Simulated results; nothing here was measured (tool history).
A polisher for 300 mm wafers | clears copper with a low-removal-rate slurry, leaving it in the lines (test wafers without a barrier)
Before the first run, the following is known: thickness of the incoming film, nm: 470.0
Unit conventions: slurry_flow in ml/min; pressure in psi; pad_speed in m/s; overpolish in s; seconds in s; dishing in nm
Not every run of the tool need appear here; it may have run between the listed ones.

run	hour	slurry_flow	pressure	pad_speed	slurry_solids	overpolish	seconds	dishing
1	0.0	215	2.4	1.40	1.00	20	134.10	42.077
2	5.3	215	2.4	1.40	0.80	20	141.46	39.133
3	13.2	220	2.5	1.40	0.80	19	134.52	39.184
4	19.2	220	2.5	1.40	0.95	19	130.17	41.506
5	27.3	225	2.5	1.40	0.95	18	127.57	38.465
6	35.7	225	3.0	1.40	0.95	18	109.33	45.578
7	37.1	220	2.9	1.40	0.95	17	112.31	43.419

What will run 8 give?
8	40.5	220	2.6	1.40	0.95	12	?	?

seconds: 124.68 s
dishing: 29.279 nm

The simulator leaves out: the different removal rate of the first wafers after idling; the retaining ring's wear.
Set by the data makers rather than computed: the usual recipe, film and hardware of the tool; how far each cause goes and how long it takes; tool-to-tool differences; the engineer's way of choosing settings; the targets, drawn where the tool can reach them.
